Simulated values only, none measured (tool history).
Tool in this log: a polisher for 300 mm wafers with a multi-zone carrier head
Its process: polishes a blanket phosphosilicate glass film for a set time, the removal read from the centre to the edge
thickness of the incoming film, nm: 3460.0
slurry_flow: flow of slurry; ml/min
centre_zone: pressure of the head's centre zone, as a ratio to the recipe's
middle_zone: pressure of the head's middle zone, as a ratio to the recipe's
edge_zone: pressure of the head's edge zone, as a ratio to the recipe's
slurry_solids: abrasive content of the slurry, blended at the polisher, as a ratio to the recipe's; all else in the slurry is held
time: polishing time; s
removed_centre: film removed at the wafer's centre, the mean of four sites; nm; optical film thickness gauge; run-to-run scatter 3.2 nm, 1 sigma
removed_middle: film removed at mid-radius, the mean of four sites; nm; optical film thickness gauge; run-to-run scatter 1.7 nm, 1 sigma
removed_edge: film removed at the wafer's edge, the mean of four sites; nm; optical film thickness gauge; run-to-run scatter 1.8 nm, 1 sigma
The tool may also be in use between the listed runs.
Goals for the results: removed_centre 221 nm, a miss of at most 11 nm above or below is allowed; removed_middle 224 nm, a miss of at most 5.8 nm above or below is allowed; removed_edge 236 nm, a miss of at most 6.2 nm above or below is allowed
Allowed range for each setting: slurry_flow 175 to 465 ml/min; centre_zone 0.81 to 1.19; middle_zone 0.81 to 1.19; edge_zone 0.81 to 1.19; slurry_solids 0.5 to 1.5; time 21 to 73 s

{"run": 1, "hour": 0.0, "slurry_flow": 295, "centre_zone": 1, "middle_zone": 1, "edge_zone": 1, "slurry_solids": 1, "time": 47, "removed_centre": 421.52, "removed_middle": 435.27, "removed_edge": 424.47}
{"run": 2, "hour": 1.9, "slurry_flow": 295, "centre_zone": 1.04, "middle_zone": 1, "edge_zone": 1, "slurry_solids": 1, "time": 47, "removed_centre": 453.97, "removed_middle": 433.32, "removed_edge": 425.14}
{"run": 3, "hour": 7.0, "slurry_flow": 255, "centre_zone": 1.04, "middle_zone": 1, "edge_zone": 1, "slurry_solids": 1, "time": 47, "removed_centre": 448.74, "removed_middle": 423.24, "removed_edge": 413.52}
{"run": 4, "hour": 9.9, "slurry_flow": 255, "centre_zone": 1.04, "middle_zone": 1, "edge_zone": 1, "slurry_solids": 1, "time": 56, "removed_centre": 529.78, "removed_middle": 503.26, "removed_edge": 493.85}
{"run": 5, "hour": 13.3, "slurry_flow": 320, "centre_zone": 1.04, "middle_zone": 1, "edge_zone": 1, "slurry_solids": 1, "time": 56, "removed_centre": 529.93, "removed_middle": 523.25, "removed_edge": 511.59}
{"run": 6, "hour": 21.1, "slurry_flow": 320, "centre_zone": 1.01, "middle_zone": 1, "edge_zone": 1, "slurry_solids": 1, "time": 56, "removed_centre": 527.35, "removed_middle": 524.17, "removed_edge": 508.17}
{"run": 7, "hour": 24.3, "slurry_flow": 310, "centre_zone": 0.99, "middle_zone": 0.98, "edge_zone": 0.98, "slurry_solids": 0.95, "time": 53, "removed_centre": 467.75, "removed_middle": 472, "removed_edge": 462.61}
{"run": 8, "hour": 31.1, "slurry_flow": 300, "centre_zone": 0.97, "middle_zone": 0.96, "edge_zone": 0.96, "slurry_solids": 0.9, "time": 50, "removed_centre": 420.36, "removed_middle": 420.43, "removed_edge": 413.85}
{"run": 9, "hour": 33.3, "slurry_flow": 295, "centre_zone": 0.95, "middle_zone": 0.94, "edge_zone": 0.95, "slurry_solids": 0.85, "time": 48, "removed_centre": 371.67, "removed_middle": 377.77, "removed_edge": 384.87}
{"run": 10, "hour": 41.6, "slurry_flow": 285, "centre_zone": 0.94, "middle_zone": 0.93, "edge_zone": 0.93, "slurry_solids": 0.8, "time": 47, "removed_centre": 333.95, "removed_middle": 353.68, "removed_edge": 356.07}
{"run": 11, "hour": 46.3, "slurry_flow": 275, "centre_zone": 0.94, "middle_zone": 0.91, "edge_zone": 0.91, "slurry_solids": 0.75, "time": 46, "removed_centre": 320.46, "removed_middle": 322.7, "removed_edge": 330.19}
{"run": 12, "hour": 55.2, "slurry_flow": 265, "centre_zone": 0.93, "middle_zone": 0.9, "edge_zone": 0.9, "slurry_solids": 0.7, "time": 45, "removed_centre": 293.92, "removed_middle": 293.73, "removed_edge": 304.85}
{"run": 13, "hour": 61.7, "slurry_flow": 215, "centre_zone": 0.85, "middle_zone": 0.86, "edge_zone": 0.81, "slurry_solids": 0.5, "time": 43, "removed_centre": 173.71, "removed_middle": 182.5, "removed_edge": 190.68}

Which of these 4 next moves meets every target?
{"run": "A", "hour": 68.2, "slurry_flow": 290, "centre_zone": 0.89, "middle_zone": 0.86, "edge_zone": 0.85, "slurry_solids": 0.65, "time": 38, "removed_centre": "?", "removed_middle": "?", "removed_edge": "?"}
{"run": "B", "hour": 68.2, "slurry_flow": 180, "centre_zone": 0.86, "middle_zone": 0.87, "edge_zone": 0.81, "slurry_solids": 0.55, "time": 45, "removed_centre": "?", "removed_middle": "?", "removed_edge": "?"}
{"run": "C", "hour": 68.2, "slurry_flow": 240, "centre_zone": 0.89, "middle_zone": 0.81, "edge_zone": 0.97, "slurry_solids": 0.6, "time": 43, "removed_centre": "?", "removed_middle": "?", "removed_edge": "?"}
{"run": "D", "hour": 68.2, "slurry_flow": 240, "centre_zone": 0.81, "middle_zone": 0.87, "edge_zone": 0.86, "slurry_solids": 0.55, "time": 46, "removed_centre": "?", "removed_middle": "?", "removed_edge": "?"}

move=A removed_centre=221.99 removed_middle=224.35 removed_edge=235.6
move=B removed_centre=196.64 removed_middle=209.22 removed_edge=219.14
move=C removed_centre=225.9 removed_middle=218.98 removed_edge=250.68
move=D removed_centre=199.64 removed_middle=224.45 removed_edge=235.61
A: every result within its allowed miss
B: closer than the last run, but not yet in spec
C: takes the biggest miss from the last run beyond its target
D: puts the biggest miss on target and leaves a different result outside tolerance
Move A is the one to make.

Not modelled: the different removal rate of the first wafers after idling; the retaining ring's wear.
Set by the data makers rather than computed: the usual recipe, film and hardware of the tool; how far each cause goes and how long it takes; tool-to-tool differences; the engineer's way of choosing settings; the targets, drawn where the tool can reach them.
